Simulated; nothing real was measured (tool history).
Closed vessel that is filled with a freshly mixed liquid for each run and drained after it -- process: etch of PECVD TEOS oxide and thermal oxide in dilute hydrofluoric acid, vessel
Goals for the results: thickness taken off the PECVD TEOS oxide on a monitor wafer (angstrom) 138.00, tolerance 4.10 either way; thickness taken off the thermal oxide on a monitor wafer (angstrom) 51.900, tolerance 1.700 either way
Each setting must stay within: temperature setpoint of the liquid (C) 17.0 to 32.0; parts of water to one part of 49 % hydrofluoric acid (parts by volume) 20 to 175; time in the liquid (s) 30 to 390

run	hour	temperature setpoint of the liquid (C)	parts of water to one part of 49 % hydrofluoric acid (parts by volume)	time in the liquid (s)	thickness taken off the PECVD TEOS oxide on a monitor wafer (angstrom)	thickness taken off the thermal oxide on a monitor wafer (angstrom)
1	0.0	24.0	95	200	251.80	93.531
2	6.2	22.0	95	200	231.87	87.216
3	13.9	22.0	95	130	152.46	56.653
4	20.3	22.0	110	130	127.11	46.481
5	25.4	22.5	110	130	126.83	49.039
6	28.1	22.5	125	130	111.54	42.089
7	37.0	24.0	125	130	117.44	44.652
8	45.9	25.0	125	130	122.63	46.363
9	53.4	26.0	125	130	127.71	48.481
10	62.1	26.5	125	130	131.99	49.748
11	63.7	26.5	125	130	130.25	48.847
12	67.8	27.0	125	130	132.16	50.195

Which one of the following 5 next-run settings gets every result inside its allowed miss? There is exactly one.
A	71.9	17.0	30	40	?	?
B	71.9	29.0	145	150	?	?
C	71.9	26.5	95	110	?	?
D	71.9	26.0	115	140	?	?
E	71.9	24.0	105	115	?	?

move	thickness taken off the PECVD TEOS oxide on a monitor wafer (angstrom)	thickness taken off the thermal oxide on a monitor wafer (angstrom)
A	127.17	47.689
B	139.12	52.168
C	151.24	56.715
D	152.01	57.004
E	128.08	48.031
A: lands further from the targets than the last run did
B: hits every target within its allowed miss
C: moves the result that the last run missed by most past its target, out the other side
D: moves the result that the last run missed by most past its target, out the other side
E: lands further from the targets than the last run did
B is the move that brings every result within its allowed miss.
